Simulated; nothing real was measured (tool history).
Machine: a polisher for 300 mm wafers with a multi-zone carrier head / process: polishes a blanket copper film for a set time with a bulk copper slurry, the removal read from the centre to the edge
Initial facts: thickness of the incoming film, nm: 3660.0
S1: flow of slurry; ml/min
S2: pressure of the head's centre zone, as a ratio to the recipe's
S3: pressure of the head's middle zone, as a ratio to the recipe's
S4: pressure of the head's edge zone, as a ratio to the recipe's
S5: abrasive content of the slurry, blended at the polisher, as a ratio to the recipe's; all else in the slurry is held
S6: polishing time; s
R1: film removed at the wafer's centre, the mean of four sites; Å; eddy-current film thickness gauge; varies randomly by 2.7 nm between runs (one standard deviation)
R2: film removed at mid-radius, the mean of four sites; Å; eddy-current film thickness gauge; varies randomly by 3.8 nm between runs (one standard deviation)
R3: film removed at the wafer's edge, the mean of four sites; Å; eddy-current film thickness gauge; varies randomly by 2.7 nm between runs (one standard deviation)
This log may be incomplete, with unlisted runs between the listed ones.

run,day,S1,S2,S3,S4,S5,S6,R1,R2,R3
1,0,200,1,1,1,1,61,2933.6,2908,2996.7
2,0.342,180,1,1,1,1,61,2957.6,2945.2,3008
3,0.379,180,0.97,1,1.03,1.05,61,2889.7,2945.2,3064.7
4,0.454,180,0.97,1,0.98,1.05,61,2819,3016,2962.8
5,0.733,180,0.94,1,1.01,1.1,61,2840.5,2920.9,3018
6,0.758,180,0.94,1,1.01,1,61,2738.6,2962.6,3029.4
7,1.112,180,0.92,1.01,1.03,1,62,2798.8,2966.9,3076
8,1.467,170,0.9,1.01,1.04,0.95,63,2698.8,3039.8,3097.4
9,1.608,170,0.88,1.01,1.06,0.95,63,2693,3029.3,3166.6
10,1.875,170,0.87,1.02,1.08,0.95,63,2545.6,3003.4,3190.3
11,2.125,175,0.87,1.03,1.09,1,63,2581.7,3034,3180
12,2.204,175,0.87,1.03,1.09,1,63,2623.4,3154.7,3149.7
13,2.5,175,0.86,1.02,1.1,1,64,2645,3099.1,3255.7

Expected results for the next run?
14,2.733,175,0.86,1.02,1.11,1,64,?,?,?

{"run 14": {"R1": 2669, "R2": 3072.4, "R3": 3257.6}}
